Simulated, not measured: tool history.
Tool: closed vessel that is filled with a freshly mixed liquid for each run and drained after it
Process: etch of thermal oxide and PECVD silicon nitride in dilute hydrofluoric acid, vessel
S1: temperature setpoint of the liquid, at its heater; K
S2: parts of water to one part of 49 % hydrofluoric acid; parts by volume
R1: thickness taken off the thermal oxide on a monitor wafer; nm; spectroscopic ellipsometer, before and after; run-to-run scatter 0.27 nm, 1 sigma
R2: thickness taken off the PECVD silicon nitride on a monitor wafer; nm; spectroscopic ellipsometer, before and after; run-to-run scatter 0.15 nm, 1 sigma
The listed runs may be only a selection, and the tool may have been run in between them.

run 1 hour=0.0 | S1=297.15 S2=120 time_in_the_liquid_(s)=895 | R1=28.499 R2=17.054
run 2 hour=1.7 | S1=300.15 S2=120 time_in_the_liquid_(s)=895 | R1=32.085 R2=20.959
run 3 hour=3.3 | S1=297.15 S2=120 time_in_the_liquid_(s)=895 | R1=28.474 R2=17.272
run 4 hour=9.4 | S1=297.15 S2=120 time_in_the_liquid_(s)=1055 | R1=33.525 R2=19.980
run 5 hour=9.9 | S1=297.15 S2=155 time_in_the_liquid_(s)=1055 | R1=25.279 R2=15.859
run 6 hour=16.8 | S1=296.15 S2=140 time_in_the_liquid_(s)=1035 | R1=26.274 R2=16.360

Estimate the outcome of run 7 from the log above:
run 7 hour=18.0 | S1=295.15 S2=125 time_in_the_liquid_(s)=990 | R1=? R2=?

{"run 7": {"R1": 27.579, "R2": 16.116}}

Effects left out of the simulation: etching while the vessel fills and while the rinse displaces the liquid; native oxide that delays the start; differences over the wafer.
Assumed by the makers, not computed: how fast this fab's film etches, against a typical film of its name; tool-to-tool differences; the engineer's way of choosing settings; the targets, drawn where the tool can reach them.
